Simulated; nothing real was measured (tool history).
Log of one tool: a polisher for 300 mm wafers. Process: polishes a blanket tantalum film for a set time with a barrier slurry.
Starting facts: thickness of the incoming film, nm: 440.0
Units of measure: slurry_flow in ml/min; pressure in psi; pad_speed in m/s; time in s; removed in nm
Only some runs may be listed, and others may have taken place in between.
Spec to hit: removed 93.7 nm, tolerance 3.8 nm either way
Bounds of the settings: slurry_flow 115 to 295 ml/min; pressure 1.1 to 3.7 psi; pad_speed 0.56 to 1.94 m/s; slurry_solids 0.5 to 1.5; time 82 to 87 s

{"run": 1, "day": 0.0, "slurry_flow": 190, "pressure": 2.4, "pad_speed": 1.24, "slurry_solids": 1, "time": 82, "removed": 192.11}
{"run": 2, "day": 0.067, "slurry_flow": 190, "pressure": 2.4, "pad_speed": 1.5, "slurry_solids": 1, "time": 82, "removed": 236.77}
{"run": 3, "day": 0.179, "slurry_flow": 190, "pressure": 2.2, "pad_speed": 1.42, "slurry_solids": 1, "time": 82, "removed": 203.08}
{"run": 4, "day": 0.408, "slurry_flow": 190, "pressure": 2.6, "pad_speed": 1.42, "slurry_solids": 1, "time": 82, "removed": 238.3}
{"run": 5, "day": 0.692, "slurry_flow": 190, "pressure": 2.3, "pad_speed": 1.34, "slurry_solids": 1, "time": 82, "removed": 200.52}
{"run": 6, "day": 0.971, "slurry_flow": 190, "pressure": 2.3, "pad_speed": 1.34, "slurry_solids": 1.1, "time": 82, "removed": 209.45}
{"day": 1.146, "done": "slurry nozzle cleaned"}
{"run": 7, "day": 1.146, "slurry_flow": 185, "pressure": 1.7, "pad_speed": 0.98, "slurry_solids": 1.05, "time": 82, "removed": 122.37}
{"run": 8, "day": 1.212, "slurry_flow": 185, "pressure": 1.6, "pad_speed": 0.98, "slurry_solids": 1.05, "time": 82, "removed": 114.41}
{"run": 9, "day": 1.342, "slurry_flow": 185, "pressure": 1.5, "pad_speed": 0.98, "slurry_solids": 1.05, "time": 82, "removed": 108.62}
{"run": 10, "day": 1.608, "slurry_flow": 185, "pressure": 1.4, "pad_speed": 0.98, "slurry_solids": 1.05, "time": 82, "removed": 103.57}

Pick the move, out of 5, that brings all results within their allowed miss; only one does.
{"run": "A", "day": 1.875, "slurry_flow": 160, "pressure": 1.6, "pad_speed": 0.94, "slurry_solids": 0.8, "time": 82, "removed": "?"}
{"run": "B", "day": 1.875, "slurry_flow": 195, "pressure": 1.5, "pad_speed": 0.88, "slurry_solids": 1.25, "time": 82, "removed": "?"}
{"run": "C", "day": 1.875, "slurry_flow": 140, "pressure": 1.7, "pad_speed": 0.78, "slurry_solids": 1, "time": 82, "removed": "?"}
{"run": "D", "day": 1.875, "slurry_flow": 195, "pressure": 1.5, "pad_speed": 1.04, "slurry_solids": 1, "time": 86, "removed": "?"}
{"run": "E", "day": 1.875, "slurry_flow": 120, "pressure": 1.6, "pad_speed": 1, "slurry_solids": 1.1, "time": 87, "removed": "?"}

move=A removed=102.55
move=B removed=102.65
move=C removed=92.813
move=D removed=120.84
move=E removed=115.89
A: closer than the last run, but not yet in spec
B: closer than the last run, but not yet in spec
C: all results in spec
D: moves away from the targets compared with the last run
E: moves away from the targets compared with the last run
C is the move that brings every result within its allowed miss.
